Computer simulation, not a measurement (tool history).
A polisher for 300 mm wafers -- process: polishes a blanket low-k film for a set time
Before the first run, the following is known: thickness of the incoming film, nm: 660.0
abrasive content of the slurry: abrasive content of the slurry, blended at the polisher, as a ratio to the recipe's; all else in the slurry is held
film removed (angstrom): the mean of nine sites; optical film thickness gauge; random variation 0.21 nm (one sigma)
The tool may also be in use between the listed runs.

run,day,flow of slurry (ml/min),pressure of the wafer on the pad (psi),speed of the pad under the wafer (m/s),abrasive content of the slurry,polishing time (s),film removed (angstrom)
1,0,230,2.2,0.88,1,45,218.42
2,0.308,230,2.1,0.88,1,45,216.86
3,0.592,180,2.1,0.88,1,45,203.19
4,0.729,180,2.1,0.88,1,45,202.53
5,0.862,180,2,0.88,1,45,198.2
6,0.95,180,1.9,0.88,1,45,186.83
7,1.075,180,1.8,0.88,1,45,179.95

Predict the results of run 8:
8,1.158,180,1.7,0.88,1,45,?

For run 8 the tool returned film removed (angstrom) 166.19.
